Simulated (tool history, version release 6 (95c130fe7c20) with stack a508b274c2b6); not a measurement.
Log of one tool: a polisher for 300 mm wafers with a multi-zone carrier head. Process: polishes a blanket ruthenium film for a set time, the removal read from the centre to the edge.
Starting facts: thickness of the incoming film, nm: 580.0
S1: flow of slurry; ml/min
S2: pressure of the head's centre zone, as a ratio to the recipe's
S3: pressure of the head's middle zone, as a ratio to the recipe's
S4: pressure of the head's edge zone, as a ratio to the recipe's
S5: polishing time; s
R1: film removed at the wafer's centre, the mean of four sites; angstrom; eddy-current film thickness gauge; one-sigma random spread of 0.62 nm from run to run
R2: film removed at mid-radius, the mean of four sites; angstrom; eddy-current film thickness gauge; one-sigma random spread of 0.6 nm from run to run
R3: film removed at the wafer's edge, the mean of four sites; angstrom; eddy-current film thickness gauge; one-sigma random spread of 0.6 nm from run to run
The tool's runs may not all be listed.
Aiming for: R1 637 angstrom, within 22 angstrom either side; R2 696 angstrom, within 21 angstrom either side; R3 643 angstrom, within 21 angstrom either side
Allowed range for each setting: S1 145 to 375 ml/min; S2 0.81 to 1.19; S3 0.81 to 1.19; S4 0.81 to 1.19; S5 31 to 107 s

{"run": 1, "hour": 0.0, "S1": 240, "S2": 1, "S3": 1, "S4": 1, "S5": 69, "R1": 855.93, "R2": 828.44, "R3": 806.3}
{"run": 2, "hour": 1.7, "S1": 240, "S2": 1.04, "S3": 1, "S4": 1, "S5": 69, "R1": 887.03, "R2": 827.63, "R3": 818.51}
{"run": 3, "hour": 7.2, "S1": 235, "S2": 1.01, "S3": 0.99, "S4": 0.98, "S5": 68, "R1": 849.73, "R2": 812.22, "R3": 786.78}
{"run": 4, "hour": 15.5, "S1": 230, "S2": 0.98, "S3": 0.98, "S4": 0.97, "S5": 67, "R1": 822.17, "R2": 785.54, "R3": 793.74}
{"run": 5, "hour": 23.7, "S1": 230, "S2": 0.98, "S3": 0.98, "S4": 0.97, "S5": 78, "R1": 952.6, "R2": 922.72, "R3": 930.86}
{"hour": 28.1, "done": "centre zone pressure recalibrated"}
{"run": 6, "hour": 28.1, "S1": 235, "S2": 0.97, "S3": 0.99, "S4": 0.97, "S5": 75, "R1": 906.61, "R2": 903.77, "R3": 882.52}
{"run": 7, "hour": 29.2, "S1": 240, "S2": 0.96, "S3": 0.99, "S4": 0.96, "S5": 72, "R1": 873.42, "R2": 860.24, "R3": 850.5}
{"run": 8, "hour": 33.1, "S1": 235, "S2": 0.95, "S3": 1, "S4": 0.96, "S5": 69, "R1": 791.48, "R2": 823.43, "R3": 798.94}

Consider the 5 candidate settings below. Which is the only one whose results all fall within their allowed miss of target?
{"run": "A", "hour": 37.0, "S1": 155, "S2": 0.81, "S3": 0.85, "S4": 0.9, "S5": 94, "R1": "?", "R2": "?", "R3": "?"}
{"run": "B", "hour": 37.0, "S1": 190, "S2": 0.88, "S3": 0.99, "S4": 0.95, "S5": 60, "R1": "?", "R2": "?", "R3": "?"}
{"run": "C", "hour": 37.0, "S1": 245, "S2": 1.1, "S3": 1.01, "S4": 0.83, "S5": 51, "R1": "?", "R2": "?", "R3": "?"}
{"run": "D", "hour": 37.0, "S1": 230, "S2": 1.02, "S3": 1.11, "S4": 0.93, "S5": 52, "R1": "?", "R2": "?", "R3": "?"}
{"run": "E", "hour": 37.0, "S1": 275, "S2": 0.92, "S3": 1.05, "S4": 0.94, "S5": 55, "R1": "?", "R2": "?", "R3": "?"}

move=A R1=968.77 R2=931.03 R3=1027.8
move=B R1=665.42 R2=688.92 R3=682.98
move=C R1=659.7 R2=612.35 R3=561.89
move=D R1=640.31 R2=669.89 R3=595.66
move=E R1=653.46 R2=689.69 R3=642.1
A: further off than the last run
B: gains on the last run, yet a result remains outside its allowed miss
C: takes the biggest miss from the last run beyond its target
D: takes the biggest miss from the last run beyond its target
E: every result within its allowed miss
So the answer is move E, the one that meets all the targets.

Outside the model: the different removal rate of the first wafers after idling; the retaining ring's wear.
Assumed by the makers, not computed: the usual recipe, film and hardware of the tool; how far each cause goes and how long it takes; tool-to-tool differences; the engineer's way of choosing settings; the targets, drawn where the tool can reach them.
